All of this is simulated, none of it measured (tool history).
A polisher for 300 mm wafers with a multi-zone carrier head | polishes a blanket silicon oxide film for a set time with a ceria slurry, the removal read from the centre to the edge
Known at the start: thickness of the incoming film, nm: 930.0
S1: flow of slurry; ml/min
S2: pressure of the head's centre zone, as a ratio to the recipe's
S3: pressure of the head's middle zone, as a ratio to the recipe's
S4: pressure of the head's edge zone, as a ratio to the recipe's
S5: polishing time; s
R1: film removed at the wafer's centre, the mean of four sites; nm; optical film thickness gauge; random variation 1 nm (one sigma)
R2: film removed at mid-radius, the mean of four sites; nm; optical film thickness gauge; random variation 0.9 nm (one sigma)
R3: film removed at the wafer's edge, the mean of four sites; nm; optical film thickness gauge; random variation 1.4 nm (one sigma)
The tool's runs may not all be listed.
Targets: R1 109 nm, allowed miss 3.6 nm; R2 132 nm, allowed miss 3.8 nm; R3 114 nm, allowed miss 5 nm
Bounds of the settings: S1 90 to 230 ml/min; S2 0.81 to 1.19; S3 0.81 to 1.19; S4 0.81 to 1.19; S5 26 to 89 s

{"run": 1, "hour": 0.0, "S1": 150, "S2": 1, "S3": 1, "S4": 1, "S5": 57, "R1": 163.62, "R2": 162.19, "R3": 155.33}
{"run": 2, "hour": 4.0, "S1": 115, "S2": 1, "S3": 1, "S4": 1, "S5": 57, "R1": 148.49, "R2": 148.97, "R3": 152.53}
{"run": 3, "hour": 7.2, "S1": 120, "S2": 0.96, "S3": 1.01, "S4": 0.96, "S5": 54, "R1": 136.57, "R2": 145.33, "R3": 142.75}
{"run": 4, "hour": 11.2, "S1": 120, "S2": 0.9, "S3": 1.01, "S4": 0.96, "S5": 54, "R1": 127.96, "R2": 144.47, "R3": 142.9}
{"run": 5, "hour": 18.5, "S1": 150, "S2": 0.9, "S3": 1.01, "S4": 0.96, "S5": 54, "R1": 133.31, "R2": 151.95, "R3": 148.29}
{"run": 6, "hour": 26.2, "S1": 145, "S2": 0.91, "S3": 1.03, "S4": 0.92, "S5": 51, "R1": 128.06, "R2": 146.2, "R3": 136.53}
{"run": 7, "hour": 27.3, "S1": 115, "S2": 0.86, "S3": 1.06, "S4": 0.82, "S5": 45, "R1": 101.77, "R2": 124.21, "R3": 110.06}
{"run": 8, "hour": 29.1, "S1": 115, "S2": 0.86, "S3": 1.06, "S4": 0.82, "S5": 45, "R1": 100.3, "R2": 124.65, "R3": 107.51}
{"run": 9, "hour": 33.0, "S1": 155, "S2": 0.89, "S3": 1.07, "S4": 0.86, "S5": 46, "R1": 116.44, "R2": 136.74, "R3": 119.99}

Which of these 5 next moves meets every target?
{"run": "A", "hour": 36.9, "S1": 195, "S2": 0.81, "S3": 1.11, "S4": 0.81, "S5": 44, "R1": "?", "R2": "?", "R3": "?"}
{"run": "B", "hour": 36.9, "S1": 130, "S2": 0.9, "S3": 1.12, "S4": 0.87, "S5": 45, "R1": "?", "R2": "?", "R3": "?"}
{"run": "C", "hour": 36.9, "S1": 135, "S2": 0.91, "S3": 0.91, "S4": 0.9, "S5": 52, "R1": "?", "R2": "?", "R3": "?"}
{"run": "D", "hour": 36.9, "S1": 170, "S2": 0.97, "S3": 1.19, "S4": 0.85, "S5": 42, "R1": "?", "R2": "?", "R3": "?"}
{"run": "E", "hour": 36.9, "S1": 180, "S2": 0.82, "S3": 1.01, "S4": 1.02, "S5": 45, "R1": "?", "R2": "?", "R3": "?"}

move=A R1=106.19 R2=141.42 R3=114.62
move=B R1=110.4 R2=134.35 R3=114.22
move=C R1=130.18 R2=134.69 R3=135.23
move=D R1=118.54 R2=138.89 R3=109.79
move=E R1=108.31 R2=133.13 R3=129.29
A: brings the result that was furthest off to its target, and leaves another outside
B: meets every target
C: further off than the last run
D: further off than the last run
E: brings the result that was furthest off to its target, and leaves another outside
The right move is B.

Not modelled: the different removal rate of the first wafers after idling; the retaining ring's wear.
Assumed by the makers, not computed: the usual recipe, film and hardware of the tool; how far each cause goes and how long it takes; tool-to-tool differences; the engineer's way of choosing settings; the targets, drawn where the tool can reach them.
